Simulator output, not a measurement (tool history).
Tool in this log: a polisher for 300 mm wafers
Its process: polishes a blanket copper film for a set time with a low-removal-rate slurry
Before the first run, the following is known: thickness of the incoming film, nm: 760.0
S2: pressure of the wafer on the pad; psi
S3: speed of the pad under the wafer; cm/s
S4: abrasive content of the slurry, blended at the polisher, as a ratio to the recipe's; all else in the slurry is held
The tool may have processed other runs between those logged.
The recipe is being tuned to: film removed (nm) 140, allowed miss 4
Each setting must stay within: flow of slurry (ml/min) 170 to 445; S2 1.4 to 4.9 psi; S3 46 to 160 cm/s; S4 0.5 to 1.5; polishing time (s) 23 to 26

{"run": 1, "hour": 0.0, "flow of slurry (ml/min)": 285, "S2": 3.1, "S3": 102, "S4": 1, "polishing time (s)": 26, "film removed (nm)": 78.972}
{"run": 2, "hour": 5.7, "flow of slurry (ml/min)": 285, "S2": 3.1, "S3": 80, "S4": 1, "polishing time (s)": 26, "film removed (nm)": 62.906}
{"run": 3, "hour": 10.4, "flow of slurry (ml/min)": 285, "S2": 3.1, "S3": 80, "S4": 1, "polishing time (s)": 23, "film removed (nm)": 55.328}
{"run": 4, "hour": 14.8, "flow of slurry (ml/min)": 285, "S2": 3.3, "S3": 84, "S4": 1, "polishing time (s)": 23, "film removed (nm)": 61.269}
{"run": 5, "hour": 18.5, "flow of slurry (ml/min)": 285, "S2": 3.5, "S3": 88, "S4": 1, "polishing time (s)": 23, "film removed (nm)": 67.096}
{"run": 6, "hour": 23.9, "flow of slurry (ml/min)": 285, "S2": 3.5, "S3": 78, "S4": 1, "polishing time (s)": 23, "film removed (nm)": 60.23}
{"run": 7, "hour": 27.0, "flow of slurry (ml/min)": 295, "S2": 4.4, "S3": 106, "S4": 1.05, "polishing time (s)": 23, "film removed (nm)": 100.28}
{"run": 8, "hour": 35.7, "flow of slurry (ml/min)": 295, "S2": 4.5, "S3": 108, "S4": 1.05, "polishing time (s)": 23, "film removed (nm)": 102.64}
{"run": 9, "hour": 38.0, "flow of slurry (ml/min)": 295, "S2": 4.5, "S3": 110, "S4": 1.05, "polishing time (s)": 23, "film removed (nm)": 103.81}
{"run": 10, "hour": 44.9, "flow of slurry (ml/min)": 295, "S2": 4.5, "S3": 112, "S4": 1.05, "polishing time (s)": 23, "film removed (nm)": 105.78}
{"run": 11, "hour": 52.3, "flow of slurry (ml/min)": 305, "S2": 4.9, "S3": 130, "S4": 1.05, "polishing time (s)": 23, "film removed (nm)": 131.46}
{"run": 12, "hour": 53.2, "flow of slurry (ml/min)": 305, "S2": 4.9, "S3": 132, "S4": 1.05, "polishing time (s)": 23, "film removed (nm)": 135.71}

Which of these 4 next moves meets every target?
{"run": "A", "hour": 54.1, "flow of slurry (ml/min)": 340, "S2": 4.8, "S3": 118, "S4": 0.95, "polishing time (s)": 25, "film removed (nm)": "?"}
{"run": "B", "hour": 54.1, "flow of slurry (ml/min)": 310, "S2": 4.2, "S3": 134, "S4": 1.05, "polishing time (s)": 25, "film removed (nm)": "?"}
{"run": "C", "hour": 54.1, "flow of slurry (ml/min)": 290, "S2": 4.9, "S3": 120, "S4": 1.15, "polishing time (s)": 24, "film removed (nm)": "?"}
{"run": "D", "hour": 54.1, "flow of slurry (ml/min)": 345, "S2": 4.4, "S3": 152, "S4": 0.95, "polishing time (s)": 23, "film removed (nm)": "?"}

move=A film_removed_(nm)=128.32
move=B film_removed_(nm)=130.99
move=C film_removed_(nm)=130.4
move=D film_removed_(nm)=140.54
A: misses by more than the last run did
B: misses by more than the last run did
C: misses by more than the last run did
D: every result within its allowed miss
The move that meets every target is D.

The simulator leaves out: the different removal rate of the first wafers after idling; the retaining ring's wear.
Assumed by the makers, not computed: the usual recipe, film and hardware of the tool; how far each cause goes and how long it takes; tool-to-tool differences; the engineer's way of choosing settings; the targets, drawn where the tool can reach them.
